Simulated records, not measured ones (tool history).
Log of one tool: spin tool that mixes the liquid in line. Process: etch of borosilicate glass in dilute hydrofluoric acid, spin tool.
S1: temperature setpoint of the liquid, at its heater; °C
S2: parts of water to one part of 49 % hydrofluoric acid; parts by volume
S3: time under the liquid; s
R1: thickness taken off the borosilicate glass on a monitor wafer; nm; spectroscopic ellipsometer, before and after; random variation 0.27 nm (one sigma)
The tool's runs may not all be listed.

| run | day | S1 | S2 | S3 | R1 |
|---|---|---|---|---|---|
| 1 | 0.000 | 22.0 | 180 | 65 | 11.462 |
| 2 | 0.238 | 24.0 | 145 | 65 | 15.662 |
| 3 | 0.525 | 24.0 | 210 | 65 | 10.086 |
| 4 | 0.729 | 26.0 | 210 | 65 | 10.978 |
| 5 | 0.871 | 26.0 | 210 | 70 | 11.632 |
| 6 | 0.925 | 26.0 | 210 | 70 | 11.706 |
| 7 | 0.992 | 27.0 | 165 | 70 | 16.185 |
| 8 | 1.071 | 28.0 | 130 | 70 | 22.528 |
| 9 | 1.179 | 28.5 | 115 | 70 | 26.172 |

Run 10 comes next. What will it give?
| 10 | 1.321 | 29.0 | 105 | 70 | ? |

Run 10 gave R1 29.954 nm.
